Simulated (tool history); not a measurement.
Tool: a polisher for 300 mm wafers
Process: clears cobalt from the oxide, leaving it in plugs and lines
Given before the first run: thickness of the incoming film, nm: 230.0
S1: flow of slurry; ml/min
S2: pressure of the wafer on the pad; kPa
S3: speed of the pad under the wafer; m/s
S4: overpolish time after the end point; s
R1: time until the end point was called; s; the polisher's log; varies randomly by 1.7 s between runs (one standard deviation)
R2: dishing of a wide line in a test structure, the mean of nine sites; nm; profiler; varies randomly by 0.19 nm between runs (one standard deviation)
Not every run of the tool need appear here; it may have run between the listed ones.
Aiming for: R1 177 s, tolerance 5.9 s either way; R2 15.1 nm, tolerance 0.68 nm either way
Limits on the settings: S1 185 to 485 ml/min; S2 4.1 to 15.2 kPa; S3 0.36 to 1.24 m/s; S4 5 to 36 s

run,hour,S1,S2,S3,S4,R1,R2
1,0,310,9.7,0.8,18,86.016,30.548
2,7.4,310,8.3,0.76,16,99.284,25.014
3,15,305,6.9,0.7,15,117.63,20.798
4,20.6,305,6.2,0.64,15,137.45,18.486
5,22.3,305,7.6,0.64,15,123.82,20.205
6,29.3,305,6.2,0.62,15,139.14,18.38
7,37.9,305,5.5,0.6,15,150.16,16.938
8,44.7,305,4.8,0.58,15,173.6,15.513

Exercise: of the 5 proposed moves below, exactly one satisfies all targets within the stated allowed misses. Which move is it?
A,51.5,485,4.8,0.58,15,?,?
B,51.5,385,5.5,0.52,16,?,?
C,51.5,305,5.5,0.54,14,?,?
D,51.5,305,4.1,0.6,15,?,?
E,51.5,290,4.1,0.64,15,?,?

move,R1,R2
A,163.2,15.822
B,170.25,16.126
C,167.77,14.571
D,175.9,14.85
E,166.88,15.525
A: lands further from the targets than the last run did
B: lands further from the targets than the last run did
C: meets the target for the result that was furthest off, but another lies outside its allowed miss
D: hits every target within its allowed miss
E: meets the target for the result that was furthest off, but another lies outside its allowed miss
Move D is the one to make.

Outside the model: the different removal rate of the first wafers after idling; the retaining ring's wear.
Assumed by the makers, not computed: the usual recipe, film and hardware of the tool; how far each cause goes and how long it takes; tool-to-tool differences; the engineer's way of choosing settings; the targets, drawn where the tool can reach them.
